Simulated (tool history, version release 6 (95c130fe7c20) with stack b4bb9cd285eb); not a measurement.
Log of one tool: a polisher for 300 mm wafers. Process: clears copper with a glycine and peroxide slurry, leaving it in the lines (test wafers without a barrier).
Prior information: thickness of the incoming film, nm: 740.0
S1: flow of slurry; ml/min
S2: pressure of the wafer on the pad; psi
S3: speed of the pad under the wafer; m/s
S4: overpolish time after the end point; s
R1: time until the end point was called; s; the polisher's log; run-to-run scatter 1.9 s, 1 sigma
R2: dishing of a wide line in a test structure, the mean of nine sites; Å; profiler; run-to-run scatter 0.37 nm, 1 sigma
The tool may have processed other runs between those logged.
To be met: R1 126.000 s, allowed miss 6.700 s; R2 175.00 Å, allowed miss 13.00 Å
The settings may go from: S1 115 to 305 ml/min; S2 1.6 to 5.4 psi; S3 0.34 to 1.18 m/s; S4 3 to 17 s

run,day,S1,S2,S3,S4,R1,R2
1,0.000,195,3.5,0.76,9,159.710,294.46
2,0.267,195,3.7,0.78,7,152.080,250.61
3,0.596,195,3.9,0.80,6,145.470,227.71
4,0.950,190,4.2,0.80,5,132.470,205.07
5,1.092,190,4.2,0.88,5,124.670,214.74
6,1.196,190,4.9,0.88,5,110.560,242.28
7,1.517,190,4.7,0.88,4,110.980,199.66
8,1.583,190,4.5,0.88,4,116.010,178.79

Which one of the following 4 next-run settings gets every result inside its allowed miss? There is exactly one.
A,1.650,180,5.0,0.96,3,?,?
B,1.650,175,4.7,0.92,4,?,?
C,1.650,195,4.5,0.78,4,?,?
D,1.650,225,4.7,0.90,4,?,?

move,R1,R2
A,97.653,169.83
B,106.780,204.01
C,124.190,177.54
D,106.110,205.22
A: the biggest miss grows against the last run
B: the biggest miss grows against the last run
C: hits every target within its allowed miss
D: the biggest miss grows against the last run
Move C is the one to make.
